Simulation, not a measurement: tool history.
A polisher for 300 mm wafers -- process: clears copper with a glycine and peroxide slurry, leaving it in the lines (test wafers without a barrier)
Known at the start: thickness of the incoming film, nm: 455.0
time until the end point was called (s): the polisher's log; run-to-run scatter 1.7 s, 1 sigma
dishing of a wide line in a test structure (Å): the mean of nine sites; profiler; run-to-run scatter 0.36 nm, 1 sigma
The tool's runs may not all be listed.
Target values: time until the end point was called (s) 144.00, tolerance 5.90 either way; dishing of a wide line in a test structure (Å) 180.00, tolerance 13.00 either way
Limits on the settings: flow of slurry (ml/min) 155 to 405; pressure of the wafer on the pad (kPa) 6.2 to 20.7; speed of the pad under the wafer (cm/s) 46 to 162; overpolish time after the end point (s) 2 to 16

| run | day | flow of slurry (ml/min) | pressure of the wafer on the pad (kPa) | speed of the pad under the wafer (cm/s) | overpolish time after the end point (s) | time until the end point was called (s) | dishing of a wide line in a test structure (Å) |
|---|---|---|---|---|---|---|---|
| 1 | 0.000 | 260 | 13.1 | 104 | 8 | 112.63 | 158.10 |
| 2 | 0.054 | 260 | 12.4 | 104 | 9 | 115.55 | 171.29 |
| 3 | 0.171 | 260 | 10.3 | 104 | 9 | 135.01 | 154.71 |
| 4 | 0.221 | 260 | 13.1 | 104 | 9 | 114.87 | 165.04 |
| 5 | 0.429 | 260 | 13.1 | 104 | 13 | 112.35 | 182.22 |
| 6 | 0.450 | 260 | 12.4 | 104 | 14 | 117.90 | 192.66 |
| 7 | 0.575 | 260 | 11.7 | 104 | 14 | 122.41 | 193.53 |
| 8 | 0.738 | 260 | 11.0 | 104 | 14 | 128.52 | 185.60 |
| 9 | 0.767 | 260 | 10.3 | 104 | 14 | 135.86 | 185.32 |

Consider the 4 candidate settings below. Which is the only one whose results all fall within their allowed miss of target?
| A | 0.796 | 285 | 9.7 | 98 | 14 | ? | ? |
| B | 0.796 | 290 | 11.0 | 104 | 13 | ? | ? |
| C | 0.796 | 280 | 11.7 | 96 | 15 | ? | ? |
| D | 0.796 | 280 | 11.0 | 98 | 14 | ? | ? |

| move | time until the end point was called (s) | dishing of a wide line in a test structure (Å) |
|---|---|---|
| A | 146.41 | 186.92 |
| B | 127.25 | 187.94 |
| C | 129.54 | 195.86 |
| D | 133.37 | 190.89 |
A: every result lands within tolerance
B: further off than the last run
C: further off than the last run
D: further off than the last run
Move A is the one to make.
